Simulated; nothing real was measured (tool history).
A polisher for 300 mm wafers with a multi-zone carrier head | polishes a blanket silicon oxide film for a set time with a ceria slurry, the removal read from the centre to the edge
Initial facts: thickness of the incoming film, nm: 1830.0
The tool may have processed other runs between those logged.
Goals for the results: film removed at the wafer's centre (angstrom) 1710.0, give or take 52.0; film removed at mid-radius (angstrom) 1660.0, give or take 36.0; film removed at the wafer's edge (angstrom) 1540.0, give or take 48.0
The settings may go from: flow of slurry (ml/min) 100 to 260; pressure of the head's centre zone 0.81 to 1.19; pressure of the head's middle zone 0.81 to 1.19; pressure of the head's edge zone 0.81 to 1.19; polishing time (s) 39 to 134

run	hour	flow of slurry (ml/min)	pressure of the head's centre zone	pressure of the head's middle zone	pressure of the head's edge zone	polishing time (s)	film removed at the wafer's centre (angstrom)	film removed at mid-radius (angstrom)	film removed at the wafer's edge (angstrom)
1	0.0	165	1.00	1.00	1.00	86	2445.6	2478.2	2388.6
2	0.8	165	1.00	0.95	1.00	86	2388.1	2375.5	2448.0
3	3.1	195	1.00	0.95	1.00	86	2461.8	2417.4	2435.5
4	4.9	195	0.93	0.95	1.00	86	2290.0	2435.6	2465.9
5	6.0	195	0.93	1.01	1.00	86	2320.1	2520.5	2448.8
6	10.3	195	0.93	1.01	0.92	86	2296.9	2566.1	2370.7
7	11.7	195	0.95	1.00	0.91	80	2214.9	2345.5	2189.0
8	14.5	150	0.98	0.97	0.81	56	1499.0	1558.7	1408.9
9	21.9	200	1.02	0.95	0.86	56	1644.5	1592.4	1512.6
10	27.0	205	1.02	0.95	0.86	56	1626.1	1594.6	1527.2
11	34.6	205	1.02	0.95	0.86	56	1631.9	1612.7	1509.4
12	35.7	210	1.02	0.95	0.86	56	1644.6	1604.8	1500.2
13	40.4	215	1.02	0.95	0.86	56	1663.9	1595.7	1511.6

Consider the 5 candidate settings below. Which is the only one whose results all fall within their allowed miss of target?
A	45.1	255	1.08	1.08	0.81	53	?	?	?
B	45.1	165	0.92	0.95	0.86	63	?	?	?
C	45.1	210	1.00	0.98	0.93	59	?	?	?
D	45.1	250	0.93	0.96	0.84	56	?	?	?
E	45.1	205	1.07	1.01	0.94	55	?	?	?

move	film removed at the wafer's centre (angstrom)	film removed at mid-radius (angstrom)	film removed at the wafer's edge (angstrom)
A	1723.8	1723.4	1438.9
B	1638.6	1734.9	1674.3
C	1733.3	1728.8	1661.0
D	1572.2	1650.2	1541.0
E	1718.4	1645.7	1550.6
A: moves the result that the last run missed by most past its target, out the other side
B: moves the result that the last run missed by most past its target, out the other side
C: moves the result that the last run missed by most past its target, out the other side
D: puts the biggest miss on target and leaves a different result outside tolerance
E: every result lands within tolerance
E meets every target.

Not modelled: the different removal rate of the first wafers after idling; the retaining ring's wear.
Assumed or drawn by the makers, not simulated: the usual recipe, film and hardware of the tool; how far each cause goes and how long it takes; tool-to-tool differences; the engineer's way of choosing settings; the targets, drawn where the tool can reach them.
